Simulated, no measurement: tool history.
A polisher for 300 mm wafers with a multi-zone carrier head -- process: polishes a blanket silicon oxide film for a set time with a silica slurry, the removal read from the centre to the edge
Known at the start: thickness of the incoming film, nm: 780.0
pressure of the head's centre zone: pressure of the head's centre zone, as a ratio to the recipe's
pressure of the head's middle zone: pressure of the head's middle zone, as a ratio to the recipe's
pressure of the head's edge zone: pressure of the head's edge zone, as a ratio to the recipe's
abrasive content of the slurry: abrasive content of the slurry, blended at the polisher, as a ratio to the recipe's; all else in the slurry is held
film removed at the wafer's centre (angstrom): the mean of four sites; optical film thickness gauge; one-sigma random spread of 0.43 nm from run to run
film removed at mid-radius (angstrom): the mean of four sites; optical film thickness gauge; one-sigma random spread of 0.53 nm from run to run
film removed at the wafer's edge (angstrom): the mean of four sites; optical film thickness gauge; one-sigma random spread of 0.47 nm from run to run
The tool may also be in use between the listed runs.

run    day  flow of slurry (ml/min)  pressure of the head's centre zone  pressure of the head's middle zone  pressure of the head's edge zone  abrasive content of the slurry  polishing time (s)  film removed at the wafer's centre (angstrom)  film removed at mid-radius (angstrom)  film removed at the wafer's edge (angstrom)
  1      0                      160                                   1                                   1                                 1                               1                  35                                         1271.6                                 1242.1                                       1256.6
  2  0.046                      160                                   1                                   1                                 1                               1                  29                                         1050.4                                 1034.3                                       1050.5
  3    0.2                      155                                0.98                                1.01                              0.95                            0.85                  28                                         922.68                                 944.16                                       926.91
  4  0.438                      155                                0.98                                1.01                              0.95                             0.7                  28                                         837.76                                 853.76                                       853.06
  5  0.742                      150                                0.97                                1.02                              0.92                            0.65                  27                                         778.17                                 808.66                                       783.62
  6  0.892                      140                                0.96                                1.02                              0.89                            0.65                  27                                         751.73                                 800.36                                       764.09
  7  1.208                      130                                0.96                                1.02                              0.87                             0.6                  27                                         718.43                                 750.25                                        728.3
  8  1.388                      125                                0.96                                1.03                              0.85                             0.6                  27                                         712.74                                 752.22                                       710.96
  9   1.45                       95                                0.94                                1.04                              0.81                             0.6                  27                                          623.4                                    694                                       665.93
 10  1.708                       95                                0.94                                1.04                              0.81                             0.6                  27                                          624.6                                 696.03                                       660.62
 11  1.746                      100                                0.94                                1.05                              0.81                             0.6                  27                                         649.93                                  701.1                                       667.91

Run 12 is up next; what results do you expect?
 12  1.954                      105                                0.93                                1.07                              0.81                             0.6                  27                                              ?                                      ?                                            ?

film removed at the wafer's centre (angstrom): 649.42
film removed at mid-radius (angstrom): 729.14
film removed at the wafer's edge (angstrom): 679.82

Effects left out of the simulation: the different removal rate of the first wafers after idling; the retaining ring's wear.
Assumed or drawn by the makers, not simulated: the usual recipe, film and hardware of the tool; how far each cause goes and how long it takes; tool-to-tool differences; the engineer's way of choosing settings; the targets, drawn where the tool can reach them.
